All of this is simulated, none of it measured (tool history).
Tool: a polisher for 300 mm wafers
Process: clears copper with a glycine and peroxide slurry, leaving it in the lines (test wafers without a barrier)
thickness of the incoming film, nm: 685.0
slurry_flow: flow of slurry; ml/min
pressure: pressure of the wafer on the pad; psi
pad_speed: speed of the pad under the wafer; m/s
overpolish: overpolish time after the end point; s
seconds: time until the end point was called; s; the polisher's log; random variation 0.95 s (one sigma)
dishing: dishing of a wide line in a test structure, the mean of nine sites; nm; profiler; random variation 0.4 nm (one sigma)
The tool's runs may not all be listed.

run	hour	slurry_flow	pressure	pad_speed	overpolish	seconds	dishing
1	0	255	3.4	0.96	12	107.82	31.614
2	2.3	255	3.6	0.96	12	103.05	32.023
3	4.5	255	3.6	0.86	12	113.22	30.821
4	9.3	255	4.1	0.86	12	99.324	32.501
5	11.5	255	4.1	1.08	12	82.124	34.966
6	12.4	255	4.2	1.08	12	82.199	35.45

Forecast run 7:
7	21.2	255	4.3	1.08	12	?	?

Run 7 gave seconds 79.915 s, dishing 35.704 nm.
